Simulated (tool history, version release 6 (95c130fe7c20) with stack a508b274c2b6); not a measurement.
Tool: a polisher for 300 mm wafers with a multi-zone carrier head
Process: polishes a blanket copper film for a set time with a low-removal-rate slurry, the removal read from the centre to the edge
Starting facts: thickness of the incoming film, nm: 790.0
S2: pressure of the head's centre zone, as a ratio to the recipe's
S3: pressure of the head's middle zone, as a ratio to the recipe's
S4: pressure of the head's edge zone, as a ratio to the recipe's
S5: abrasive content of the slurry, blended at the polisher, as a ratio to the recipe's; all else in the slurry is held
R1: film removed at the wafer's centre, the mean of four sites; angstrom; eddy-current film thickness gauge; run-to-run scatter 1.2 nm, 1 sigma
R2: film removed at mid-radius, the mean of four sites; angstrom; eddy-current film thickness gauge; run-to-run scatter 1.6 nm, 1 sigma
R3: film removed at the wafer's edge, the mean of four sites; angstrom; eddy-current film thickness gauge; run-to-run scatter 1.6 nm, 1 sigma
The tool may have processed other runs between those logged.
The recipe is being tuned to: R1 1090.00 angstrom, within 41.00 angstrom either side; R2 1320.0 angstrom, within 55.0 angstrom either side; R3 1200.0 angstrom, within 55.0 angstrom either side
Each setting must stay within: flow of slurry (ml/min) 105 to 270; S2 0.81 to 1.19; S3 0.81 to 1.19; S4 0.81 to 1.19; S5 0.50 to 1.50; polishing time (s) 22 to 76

{"run": 1, "day": 0.0, "flow of slurry (ml/min)": 175, "S2": 1.0, "S3": 1.0, "S4": 1.0, "S5": 1.0, "polishing time (s)": 49, "R1": 2038.5, "R2": 1986.2, "R3": 1999.6}
{"run": 2, "day": 0.108, "flow of slurry (ml/min)": 165, "S2": 0.95, "S3": 1.01, "S4": 0.96, "S5": 0.85, "polishing time (s)": 44, "R1": 1638.8, "R2": 1738.3, "R3": 1684.4}
{"run": 3, "day": 0.404, "flow of slurry (ml/min)": 165, "S2": 0.95, "S3": 0.94, "S4": 0.96, "S5": 0.85, "polishing time (s)": 44, "R1": 1657.6, "R2": 1642.6, "R3": 1686.8}
{"run": 4, "day": 0.525, "flow of slurry (ml/min)": 165, "S2": 0.95, "S3": 0.94, "S4": 1.02, "S5": 0.85, "polishing time (s)": 44, "R1": 1605.0, "R2": 1668.3, "R3": 1731.8}
{"run": 5, "day": 0.642, "flow of slurry (ml/min)": 130, "S2": 0.95, "S3": 0.94, "S4": 1.02, "S5": 0.85, "polishing time (s)": 44, "R1": 1580.6, "R2": 1627.3, "R3": 1675.1}
{"run": 6, "day": 0.938, "flow of slurry (ml/min)": 125, "S2": 0.92, "S3": 0.96, "S4": 0.99, "S5": 0.75, "polishing time (s)": 41, "R1": 1390.3, "R2": 1462.8, "R3": 1531.3}
{"run": 7, "day": 1.042, "flow of slurry (ml/min)": 130, "S2": 0.91, "S3": 1.03, "S4": 0.95, "S5": 0.7, "polishing time (s)": 38, "R1": 1267.7, "R2": 1448.7, "R3": 1354.3}
{"run": 8, "day": 1.392, "flow of slurry (ml/min)": 120, "S2": 0.83, "S3": 1.01, "S4": 0.87, "S5": 0.5, "polishing time (s)": 37, "R1": 1058.7, "R2": 1286.4, "R3": 1189.0}

Exactly one of the 4 candidate moves below puts every result within its allowed miss. Which one?
{"run": "A", "day": 1.742, "flow of slurry (ml/min)": 135, "S2": 0.81, "S3": 1.01, "S4": 0.9, "S5": 0.55, "polishing time (s)": 36, "R1": "?", "R2": "?", "R3": "?"}
{"run": "B", "day": 1.742, "flow of slurry (ml/min)": 105, "S2": 0.84, "S3": 1.08, "S4": 0.93, "S5": 0.75, "polishing time (s)": 33, "R1": "?", "R2": "?", "R3": "?"}
{"run": "C", "day": 1.742, "flow of slurry (ml/min)": 120, "S2": 0.82, "S3": 1.02, "S4": 0.87, "S5": 0.55, "polishing time (s)": 35, "R1": "?", "R2": "?", "R3": "?"}
{"run": "D", "day": 1.742, "flow of slurry (ml/min)": 130, "S2": 0.87, "S3": 1.03, "S4": 0.89, "S5": 0.5, "polishing time (s)": 36, "R1": "?", "R2": "?", "R3": "?"}

move=A R1=1027.60 R2=1310.0 R3=1234.1
move=B R1=983.36 R2=1285.4 R3=1174.0
move=C R1=991.25 R2=1261.6 R3=1166.4
move=D R1=1081.80 R2=1305.0 R3=1205.0
A: its largest miss is bigger than the last run's
B: its largest miss is bigger than the last run's
C: its largest miss is bigger than the last run's
D: in spec on every target
So the answer is move D, the one that meets all the targets.
